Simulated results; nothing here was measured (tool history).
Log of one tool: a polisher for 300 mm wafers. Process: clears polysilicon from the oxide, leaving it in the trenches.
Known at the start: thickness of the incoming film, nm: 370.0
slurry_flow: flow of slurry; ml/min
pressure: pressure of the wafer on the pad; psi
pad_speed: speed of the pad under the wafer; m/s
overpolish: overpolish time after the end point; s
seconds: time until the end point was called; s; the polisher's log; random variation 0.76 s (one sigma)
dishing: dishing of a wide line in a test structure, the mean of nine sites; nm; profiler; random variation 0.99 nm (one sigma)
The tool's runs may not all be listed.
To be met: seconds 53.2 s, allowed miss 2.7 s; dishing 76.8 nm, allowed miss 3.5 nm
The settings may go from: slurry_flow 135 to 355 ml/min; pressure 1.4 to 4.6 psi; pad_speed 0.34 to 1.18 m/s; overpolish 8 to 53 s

run  hour  slurry_flow  pressure  pad_speed  overpolish  seconds  dishing
  1     0          225         3       0.76          27    40.08   84.151
  2   6.1          250         3       0.76          27   40.351   84.709
  3  11.3          250         3       0.76          16   39.221   72.786
  4  14.9          250       3.6       0.76          16   34.173   76.403
  5  18.2          250       3.3       0.74          18   37.037   77.439
  6  22.4          250       3.1       0.72          19   40.147   76.665
     25.8  -- worn pad replaced by a new one
  7  25.8          250       2.9       0.72          20   37.543   78.602
  8  27.6          230       2.6       0.64          20   47.034   74.015
  9  30.3          230       2.5       0.64          21   49.438   75.136
 10  37.8          230       2.5       0.64          22   49.175   73.403
 11  44.4          230       2.5       0.64          23   48.375   77.514

Which of these 4 next moves meets every target?
  A    51          250       2.8       0.58          39        ?        ?
  B    51          185       2.6       0.58          26        ?        ?
  C    51          220       2.7       0.68          23        ?        ?
  D    51          245         2       0.92          35        ?        ?

move  seconds  dishing
   A   48.295   86.908
   B   53.358   77.568
   C   44.373   79.077
   D   45.277   86.375
A: further off than the last run
B: meets every target
C: further off than the last run
D: further off than the last run
Move B is the one to make.
